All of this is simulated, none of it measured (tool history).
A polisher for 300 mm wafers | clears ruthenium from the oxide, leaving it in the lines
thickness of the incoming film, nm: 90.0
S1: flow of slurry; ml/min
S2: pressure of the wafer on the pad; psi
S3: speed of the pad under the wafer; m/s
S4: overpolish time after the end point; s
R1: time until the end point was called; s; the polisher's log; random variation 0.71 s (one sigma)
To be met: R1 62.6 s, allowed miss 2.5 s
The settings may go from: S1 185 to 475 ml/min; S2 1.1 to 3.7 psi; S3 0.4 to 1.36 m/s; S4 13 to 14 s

run 1 day=0 | S1=305 S2=2.4 S3=0.88 S4=13 | R1=87.964
run 2 day=0.25 | S1=305 S2=2 S3=0.88 S4=13 | R1=96.126
run 3 day=0.617 | S1=305 S2=2.5 S3=0.9 S4=13 | R1=84.088
run 4 day=0.783 | S1=305 S2=2.1 S3=0.9 S4=13 | R1=92.357
run 5 day=0.983 | S1=305 S2=2.5 S3=0.92 S4=13 | R1=83.992
run 6 day=1.038 | S1=250 S2=2.5 S3=0.92 S4=13 | R1=83.906
run 7 day=1.162 | S1=250 S2=2.8 S3=0.94 S4=13 | R1=75.912
run 8 day=1.338 | S1=250 S2=3 S3=0.94 S4=13 | R1=72.797
run 9 day=1.538 | S1=250 S2=3.2 S3=0.94 S4=13 | R1=71.032
run 10 day=1.592 | S1=250 S2=3.3 S3=0.96 S4=13 | R1=67.489
run 11 day=1.967 | S1=250 S2=3.4 S3=0.96 S4=13 | R1=68.22

Which of these 4 next moves meets every target?
run A day=2.342 | S1=190 S2=3.3 S3=1 S4=14 | R1=?
run B day=2.342 | S1=270 S2=3.6 S3=0.88 S4=13 | R1=?
run C day=2.342 | S1=220 S2=3.5 S3=0.88 S4=13 | R1=?
run D day=2.342 | S1=220 S2=3.4 S3=1.04 S4=13 | R1=?

move=A R1=68.154
move=B R1=67.74
move=C R1=70.927
move=D R1=63.151
A: as far off as the last run
B: nearer than the last run, and not there yet
C: further off than the last run
D: meets every target
Answer: D

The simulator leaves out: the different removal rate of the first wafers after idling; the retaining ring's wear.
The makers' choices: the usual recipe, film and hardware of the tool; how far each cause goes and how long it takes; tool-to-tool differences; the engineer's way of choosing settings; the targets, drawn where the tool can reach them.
